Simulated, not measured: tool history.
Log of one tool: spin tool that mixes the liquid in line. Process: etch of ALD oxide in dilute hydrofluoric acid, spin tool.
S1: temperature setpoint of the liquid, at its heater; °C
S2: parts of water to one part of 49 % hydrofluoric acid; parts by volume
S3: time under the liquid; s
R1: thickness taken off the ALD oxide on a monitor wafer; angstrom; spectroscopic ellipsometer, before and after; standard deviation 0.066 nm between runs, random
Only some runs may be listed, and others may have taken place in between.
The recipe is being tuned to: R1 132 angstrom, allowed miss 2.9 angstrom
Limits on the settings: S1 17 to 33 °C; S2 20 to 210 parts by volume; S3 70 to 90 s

run 1 hour=0 | S1=25 S2=115 S3=90 | R1=176.61
run 2 hour=7.3 | S1=28 S2=115 S3=90 | R1=199.34
run 3 hour=8.9 | S1=28 S2=130 S3=90 | R1=173.13
run 4 hour=12.7 | S1=27 S2=130 S3=90 | R1=165.24
run 5 hour=18 | S1=29.5 S2=130 S3=90 | R1=183.71
run 6 hour=19.1 | S1=29.5 S2=150 S3=90 | R1=154.1
run 7 hour=23.6 | S1=29 S2=150 S3=90 | R1=151.24
run 8 hour=29.7 | S1=28.5 S2=150 S3=90 | R1=148.23

Pick the move, out of 4, that brings all results within their allowed miss; only one does.
run A hour=35.8 | S1=26.5 S2=130 S3=70 | R1=?
run B hour=35.8 | S1=24.5 S2=145 S3=85 | R1=?
run C hour=35.8 | S1=28.5 S2=135 S3=70 | R1=?
run D hour=35.8 | S1=26 S2=165 S3=90 | R1=?

move=A R1=126.74
move=B R1=125.64
move=C R1=130.79
move=D R1=121
A: takes the biggest miss from the last run beyond its target
B: takes the biggest miss from the last run beyond its target
C: all results land within tolerance of their targets
D: takes the biggest miss from the last run beyond its target
Answer: C

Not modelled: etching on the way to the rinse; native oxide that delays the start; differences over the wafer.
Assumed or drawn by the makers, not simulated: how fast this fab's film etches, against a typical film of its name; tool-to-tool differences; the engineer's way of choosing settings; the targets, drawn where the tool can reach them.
